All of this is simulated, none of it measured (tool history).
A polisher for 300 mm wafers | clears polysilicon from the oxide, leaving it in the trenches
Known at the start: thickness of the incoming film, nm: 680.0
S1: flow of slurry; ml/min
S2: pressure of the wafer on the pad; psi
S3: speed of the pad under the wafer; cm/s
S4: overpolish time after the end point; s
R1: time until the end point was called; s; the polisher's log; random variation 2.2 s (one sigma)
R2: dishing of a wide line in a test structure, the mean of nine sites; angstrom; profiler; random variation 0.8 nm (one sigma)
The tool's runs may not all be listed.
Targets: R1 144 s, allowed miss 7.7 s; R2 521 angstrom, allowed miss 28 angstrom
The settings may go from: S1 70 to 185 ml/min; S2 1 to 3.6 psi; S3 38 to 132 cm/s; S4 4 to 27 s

run	hour	S1	S2	S3	S4	R1	R2
1	0	120	2.3	84	14	56.465	596.89
2	8	120	2	84	14	63.346	576.91
3	12.5	120	1.8	78	15	76.851	553.06
4	13.9	120	1.7	76	16	85.433	545.31
5	14.7	120	1.6	74	17	93.868	548.34
6	23.3	120	1.6	74	14	91.513	511.41
7	24.2	120	1.5	72	15	101.13	501.5
8	27.3	120	1.4	72	16	105.67	490.2
9	33.2	120	1.3	72	17	112.34	497.69
10	40.7	120	1.3	72	18	114.93	526.11
11	46.2	115	1.1	70	19	137.77	469.99

4 next moves are on the table. One of them brings every result within its allowed miss. Which?
A	51.7	110	1	76	24	?	?
B	51.7	120	1.2	54	21	?	?
C	51.7	105	1.5	54	18	?	?
D	51.7	150	1.3	64	21	?	?

move	R1	R2
A	146.32	535.64
B	169.35	466.99
C	139.36	477.29
D	129.79	532.44
A: meets every target
B: further off than the last run
C: nearer than the last run, and not there yet
D: brings the result that was furthest off to its target, and leaves another outside
Answer: A
